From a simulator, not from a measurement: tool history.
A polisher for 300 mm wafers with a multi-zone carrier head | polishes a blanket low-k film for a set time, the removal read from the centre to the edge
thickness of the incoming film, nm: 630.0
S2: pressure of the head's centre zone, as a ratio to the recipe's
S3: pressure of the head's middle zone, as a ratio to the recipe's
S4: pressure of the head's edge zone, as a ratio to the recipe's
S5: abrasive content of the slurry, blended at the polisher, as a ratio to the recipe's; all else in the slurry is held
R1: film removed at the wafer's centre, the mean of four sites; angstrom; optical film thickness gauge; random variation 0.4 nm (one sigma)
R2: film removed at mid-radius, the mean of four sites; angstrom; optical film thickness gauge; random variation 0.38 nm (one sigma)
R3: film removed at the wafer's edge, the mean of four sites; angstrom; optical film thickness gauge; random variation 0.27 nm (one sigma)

{"run": 1, "hour": 0.0, "flow of slurry (ml/min)": 255, "S2": 1, "S3": 1, "S4": 1, "S5": 1, "polishing time (s)": 38, "R1": 190.49, "R2": 196.87, "R3": 201.7}
{"run": 2, "hour": 6.1, "flow of slurry (ml/min)": 265, "S2": 1.04, "S3": 0.99, "S4": 1.04, "S5": 1.15, "polishing time (s)": 41, "R1": 237.86, "R2": 230.23, "R3": 242.91}
{"run": 3, "hour": 14.9, "flow of slurry (ml/min)": 265, "S2": 1.04, "S3": 0.99, "S4": 1.04, "S5": 1.25, "polishing time (s)": 41, "R1": 249.57, "R2": 247.66, "R3": 254.46}
{"run": 4, "hour": 23.5, "flow of slurry (ml/min)": 275, "S2": 1.06, "S3": 0.98, "S4": 1.08, "S5": 1.3, "polishing time (s)": 42, "R1": 269.06, "R2": 249.99, "R3": 273.85}
{"run": 5, "hour": 25.8, "flow of slurry (ml/min)": 285, "S2": 1.08, "S3": 0.99, "S4": 1.11, "S5": 1.35, "polishing time (s)": 43, "R1": 282.3, "R2": 271.41, "R3": 284.96}
{"run": 6, "hour": 28.3, "flow of slurry (ml/min)": 285, "S2": 1.08, "S3": 0.99, "S4": 1.14, "S5": 1.35, "polishing time (s)": 43, "R1": 282.26, "R2": 267.71, "R3": 287.57}

The next listed run, before its measurement:
{"run": 7, "hour": 30.4, "flow of slurry (ml/min)": 285, "S2": 1.09, "S3": 0.97, "S4": 1.14, "S5": 1.4, "polishing time (s)": 45, "R1": "?", "R2": "?", "R3": "?"}

Run 7 gave R1 297.12 angstrom, R2 280.13 angstrom, R3 311.11 angstrom.
